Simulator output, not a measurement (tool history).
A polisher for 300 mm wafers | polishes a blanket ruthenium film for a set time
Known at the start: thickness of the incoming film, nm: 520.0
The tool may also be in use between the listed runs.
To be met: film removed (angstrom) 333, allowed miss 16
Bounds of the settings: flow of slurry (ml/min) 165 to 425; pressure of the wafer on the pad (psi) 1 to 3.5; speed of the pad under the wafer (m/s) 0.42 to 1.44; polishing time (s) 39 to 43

| run | hour | flow of slurry (ml/min) | pressure of the wafer on the pad (psi) | speed of the pad under the wafer (m/s) | polishing time (s) | film removed (angstrom) |
|---|---|---|---|---|---|---|
| 1 | 0 | 275 | 2.2 | 0.92 | 43 | 525.52 |
| 2 | 6.6 | 275 | 2.2 | 0.92 | 43 | 535.33 |
| 3 | 11.6 | 275 | 2.1 | 0.92 | 43 | 510.64 |
| 4 | 15.9 | 275 | 2.1 | 0.92 | 39 | 458.63 |
|  | 21.1 | head pressure recalibrated |
| 5 | 21.1 | 275 | 2.1 | 1.06 | 39 | 548.51 |
| 6 | 29.5 | 275 | 2 | 1.06 | 39 | 543.62 |
| 7 | 33 | 275 | 1.9 | 1.04 | 39 | 497.78 |
| 8 | 33.8 | 275 | 1.8 | 1.04 | 39 | 473.06 |
| 9 | 37.2 | 275 | 1.7 | 1.04 | 39 | 453.63 |

4 next moves are on the table. One of them brings every result within its allowed miss. Which?
| A | 40.6 | 260 | 2 | 0.72 | 40 | ? |
| B | 40.6 | 265 | 1.5 | 1 | 39 | ? |
| C | 40.6 | 225 | 1.1 | 1.14 | 39 | ? |
| D | 40.6 | 255 | 1.2 | 0.86 | 40 | ? |

| move | film removed (angstrom) |
|---|---|
| A | 380.94 |
| B | 397.16 |
| C | 343.78 |
| D | 290.59 |
A: nearer than the last run, and not there yet
B: nearer than the last run, and not there yet
C: meets every target
D: takes the result that was furthest off past its target
Answer: C

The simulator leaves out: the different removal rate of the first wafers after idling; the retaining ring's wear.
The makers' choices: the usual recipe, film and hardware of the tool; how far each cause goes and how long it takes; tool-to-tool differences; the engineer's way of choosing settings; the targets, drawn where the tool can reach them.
